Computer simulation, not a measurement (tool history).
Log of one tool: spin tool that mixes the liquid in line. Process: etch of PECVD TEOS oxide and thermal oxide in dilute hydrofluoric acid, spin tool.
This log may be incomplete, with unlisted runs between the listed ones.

run,day,temperature setpoint of the liquid (C),parts of water to one part of 49 % hydrofluoric acid (parts by volume),time under the liquid (s),thickness taken off the PECVD TEOS oxide on a monitor wafer (Å),thickness taken off the thermal oxide on a monitor wafer (Å)
1,0,20,125,80,81.655,27.129
2,0.2,20,145,80,69.906,22.898
3,0.462,20,145,105,90.619,30.472
4,0.542,19.5,150,105,85.461,28.088
5,0.817,19.5,155,105,82.357,27.241
6,1.054,19.5,160,105,79.582,26.041
7,1.088,19.5,165,105,76.913,24.983

For run 8, what comes out?
8,1.454,19.5,170,105,?,?

{"run 8": {"thickness taken off the PECVD TEOS oxide on a monitor wafer (Å)": 75.195, "thickness taken off the thermal oxide on a monitor wafer (Å)": 24.094}}

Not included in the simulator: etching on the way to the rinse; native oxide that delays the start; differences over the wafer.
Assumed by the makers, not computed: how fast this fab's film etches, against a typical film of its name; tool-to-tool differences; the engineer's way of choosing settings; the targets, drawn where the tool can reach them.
